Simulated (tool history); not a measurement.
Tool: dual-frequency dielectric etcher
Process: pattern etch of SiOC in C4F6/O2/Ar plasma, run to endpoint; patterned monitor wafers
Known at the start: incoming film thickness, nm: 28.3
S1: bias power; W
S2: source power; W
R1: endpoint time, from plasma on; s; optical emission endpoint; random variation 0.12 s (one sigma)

run 1 day=0.000 | S1=471 S2=250 | R1=12.494
run 2 day=0.283 | S1=441 S2=240 | R1=12.994
run 3 day=0.454 | S1=441 S2=250 | R1=12.692
run 4 day=0.512 | S1=496 S2=250 | R1=12.364
run 5 day=0.788 | S1=466 S2=240 | R1=12.653
run 6 day=1.067 | S1=435 S2=230 | R1=13.291
run 7 day=1.125 | S1=418 S2=230 | R1=13.519
run 8 day=1.233 | S1=405 S2=230 | R1=13.534
run 9 day=1.367 | S1=334 S2=210 | R1=15.134
run 10 day=1.483 | S1=344 S2=210 | R1=14.913

Forecast run 11:
run 11 day=1.525 | S1=351 S2=210 | R1=?

Run 11 gave R1 14.857 s.
